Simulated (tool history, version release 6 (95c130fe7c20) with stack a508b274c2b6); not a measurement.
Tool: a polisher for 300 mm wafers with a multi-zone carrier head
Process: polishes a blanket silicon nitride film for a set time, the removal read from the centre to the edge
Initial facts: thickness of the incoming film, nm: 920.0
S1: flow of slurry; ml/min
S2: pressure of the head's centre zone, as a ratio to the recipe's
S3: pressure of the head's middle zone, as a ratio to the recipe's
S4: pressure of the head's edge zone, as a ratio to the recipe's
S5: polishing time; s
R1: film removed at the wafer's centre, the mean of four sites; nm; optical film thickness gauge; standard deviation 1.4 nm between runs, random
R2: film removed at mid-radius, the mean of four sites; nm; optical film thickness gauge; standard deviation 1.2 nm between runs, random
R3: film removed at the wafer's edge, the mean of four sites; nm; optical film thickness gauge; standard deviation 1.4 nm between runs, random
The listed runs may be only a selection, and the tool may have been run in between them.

run  hour   S1    S2    S3    S4  S5      R1      R2      R3
  1     0  315     1     1     1  52  79.174  77.117  81.107
  2   8.5  315  1.03     1     1  52  82.356  77.443   80.03
  3    11  315  1.02  0.99  1.03  57  90.096  85.832  89.914
  4  15.6  315  1.01  0.97  1.06  60  93.385    86.2   98.84
  5  18.1  320  1.02  0.99  1.09  62  97.198  92.861   100.3
  6    19  320  1.02  0.99  1.09  67  104.27  100.17  110.34
  7  25.9  320  1.02  0.99   1.1  68  109.64  100.91  113.19

Run 8 has not been measured yet. What should we expect?
  8  28.7  320  1.01  0.99  1.11  69   ?   ?   ?

Logged for run 8: R1 106.7 nm, R2 105.64 nm, R3 114.07 nm.
